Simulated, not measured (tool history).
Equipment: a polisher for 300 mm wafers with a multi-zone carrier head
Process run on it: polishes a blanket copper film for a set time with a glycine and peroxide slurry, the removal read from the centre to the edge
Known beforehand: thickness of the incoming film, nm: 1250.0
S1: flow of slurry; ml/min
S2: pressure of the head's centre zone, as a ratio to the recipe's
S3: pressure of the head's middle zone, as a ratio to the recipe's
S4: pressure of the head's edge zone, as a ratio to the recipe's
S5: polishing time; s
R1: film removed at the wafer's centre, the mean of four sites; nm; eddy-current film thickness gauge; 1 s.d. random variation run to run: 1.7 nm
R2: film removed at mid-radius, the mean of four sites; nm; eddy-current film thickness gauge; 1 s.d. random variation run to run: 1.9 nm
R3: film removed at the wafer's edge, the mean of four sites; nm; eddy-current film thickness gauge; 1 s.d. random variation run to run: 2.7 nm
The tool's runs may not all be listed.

run 1 day=0.000 | S1=235 S2=1.00 S3=1.00 S4=1.00 S5=49 | R1=142.23 R2=143.20 R3=143.79
run 2 day=0.346 | S1=235 S2=1.00 S3=1.00 S4=0.95 S5=49 | R1=144.74 R2=145.55 R3=141.92
run 3 day=0.479 | S1=235 S2=0.99 S3=1.00 S4=0.99 S5=52 | R1=150.55 R2=153.86 R3=151.60
run 4 day=0.692 | S1=235 S2=0.99 S3=1.09 S4=0.99 S5=52 | R1=153.49 R2=165.14 R3=148.01
run 5 day=0.808 | S1=235 S2=0.99 S3=1.09 S4=0.99 S5=42 | R1=123.61 R2=134.90 R3=120.37
run 6 day=1.029 | S1=235 S2=0.99 S3=1.09 S4=0.99 S5=31 | R1=91.65 R2=98.09 R3=92.14
run 7 day=1.267 | S1=235 S2=0.98 S3=1.06 S4=1.03 S5=38 | R1=108.97 R2=118.27 R3=113.09

Run 8, settings as shown, results not yet in. Your forecast:
run 8 day=1.588 | S1=240 S2=0.99 S3=1.04 S4=1.07 S5=42 | R1=? R2=? R3=?

R1: 125.00 nm
R2: 128.70 nm
R3: 124.87 nm

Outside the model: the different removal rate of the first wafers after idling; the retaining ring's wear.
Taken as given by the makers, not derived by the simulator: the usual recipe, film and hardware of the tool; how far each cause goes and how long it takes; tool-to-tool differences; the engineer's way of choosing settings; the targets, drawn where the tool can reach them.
